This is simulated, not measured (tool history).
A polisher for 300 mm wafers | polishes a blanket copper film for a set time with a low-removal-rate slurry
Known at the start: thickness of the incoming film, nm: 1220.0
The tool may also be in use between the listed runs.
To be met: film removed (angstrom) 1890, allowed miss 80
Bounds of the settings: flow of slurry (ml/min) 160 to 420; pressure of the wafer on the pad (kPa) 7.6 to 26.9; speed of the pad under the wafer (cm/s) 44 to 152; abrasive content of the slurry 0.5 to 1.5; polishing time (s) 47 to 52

run    day  flow of slurry (ml/min)  pressure of the wafer on the pad (kPa)  speed of the pad under the wafer (cm/s)  abrasive content of the slurry  polishing time (s)  film removed (angstrom)
  1      0                      270                                    17.2                                       98                               1                  52                   1126.3
  2  0.079                      315                                    17.2                                       98                               1                  52                   1104.7
  3  0.275                      315                                    17.2                                       98                            1.15                  52                   1156.1
  4  0.317                      265                                    17.2                                       98                            1.15                  52                   1138.3
  5   0.45                      330                                    17.2                                       98                            1.15                  52                   1145.5
  6  0.604                      330                                    14.5                                       98                            1.15                  52                    982.5
  7  0.958                      330                                    16.5                                       98                            1.15                  52                   1098.3
  8  1.054                      330                                    17.9                                       98                            1.15                  52                     1172
  9  1.329                      330                                    19.3                                       98                            1.15                  52                   1255.1
 10  1.583                      330                                    20.7                                      100                            1.15                  52                     1359
 11  1.942                      330                                    21.4                                      102                            1.15                  52                   1443.7
 12  2.271                      330                                    22.1                                      102                            1.15                  52                   1476.8
 13    2.4                      330                                    26.9                                      104                            1.15                  52                   1804.1
 14  2.762                      330                                    26.9                                      106                            1.15                  52                   1803.9

4 next moves are on the table. One of them brings every result within its allowed miss. Which?
  A  3.125                      255                                    26.9                                      108                            0.85                  52                        ?
  B  3.125                      340                                    26.9                                      100                             1.2                  52                        ?
  C  3.125                      320                                    26.2                                      108                            1.15                  50                        ?
  D  3.125                      310                                    26.9                                      112                            1.15                  52                        ?

move  film removed (angstrom)
   A                   1718.3
   B                   1748.5
   C                   1743.6
   D                   1915.9
A: further off than the last run
B: further off than the last run
C: further off than the last run
D: meets every target
Answer: D
